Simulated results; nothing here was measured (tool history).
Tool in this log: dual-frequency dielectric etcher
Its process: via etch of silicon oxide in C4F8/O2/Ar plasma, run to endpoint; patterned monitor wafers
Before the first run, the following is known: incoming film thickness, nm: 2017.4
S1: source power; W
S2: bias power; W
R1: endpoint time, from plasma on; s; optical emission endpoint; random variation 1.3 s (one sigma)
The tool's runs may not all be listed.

run 1 hour=0.0 | S1=2280 S2=1555 | R1=379.26
run 2 hour=8.1 | S1=2630 S2=1555 | R1=363.32
run 3 hour=13.5 | S1=2470 S2=1555 | R1=369.81
run 4 hour=15.0 | S1=2540 S2=1564 | R1=365.58
run 5 hour=23.2 | S1=2540 S2=1707 | R1=355.44
run 6 hour=25.8 | S1=2580 S2=1711 | R1=352.73
run 7 hour=30.3 | S1=2620 S2=1714 | R1=351.24
run 8 hour=33.7 | S1=2650 S2=1717 | R1=349.56

Run 9 is up next; what results do you expect?
run 9 hour=39.9 | S1=2680 S2=1720 | R1=?

Run 9 yielded R1 349.05 s.
